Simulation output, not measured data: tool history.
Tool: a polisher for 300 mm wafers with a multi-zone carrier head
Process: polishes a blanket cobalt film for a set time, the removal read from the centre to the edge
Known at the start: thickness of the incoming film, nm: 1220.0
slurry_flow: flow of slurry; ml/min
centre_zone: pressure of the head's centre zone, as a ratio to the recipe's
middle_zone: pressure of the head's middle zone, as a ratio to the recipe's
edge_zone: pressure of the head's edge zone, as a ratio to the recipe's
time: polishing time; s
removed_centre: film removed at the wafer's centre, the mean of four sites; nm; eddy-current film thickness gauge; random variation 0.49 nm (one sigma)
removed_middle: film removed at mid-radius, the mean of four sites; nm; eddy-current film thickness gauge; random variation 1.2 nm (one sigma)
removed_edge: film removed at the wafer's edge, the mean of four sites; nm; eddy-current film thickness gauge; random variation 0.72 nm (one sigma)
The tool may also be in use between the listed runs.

| run | hour | slurry_flow | centre_zone | middle_zone | edge_zone | time | removed_centre | removed_middle | removed_edge |
|---|---|---|---|---|---|---|---|---|---|
| 1 | 0.0 | 140 | 1.00 | 1.00 | 1.00 | 33 | 89.235 | 89.284 | 87.305 |
| 2 | 4.6 | 140 | 1.00 | 1.00 | 1.00 | 25 | 68.108 | 64.703 | 67.202 |
| 3 | 6.4 | 165 | 1.00 | 1.00 | 1.00 | 25 | 70.171 | 68.729 | 68.578 |
| 4 | 10.3 | 175 | 0.97 | 1.03 | 1.04 | 26 | 70.999 | 74.004 | 73.429 |
| 5 | 11.0 | 175 | 0.97 | 1.10 | 1.04 | 26 | 71.901 | 77.907 | 72.694 |
| 6 | 18.0 | 175 | 0.97 | 1.10 | 0.96 | 26 | 71.419 | 77.336 | 70.289 |

The next listed run, before its measurement:
| 7 | 26.4 | 185 | 0.95 | 1.11 | 1.01 | 26 | ? | ? | ? |

removed_centre: 70.708 nm
removed_middle: 79.639 nm
removed_edge: 73.738 nm

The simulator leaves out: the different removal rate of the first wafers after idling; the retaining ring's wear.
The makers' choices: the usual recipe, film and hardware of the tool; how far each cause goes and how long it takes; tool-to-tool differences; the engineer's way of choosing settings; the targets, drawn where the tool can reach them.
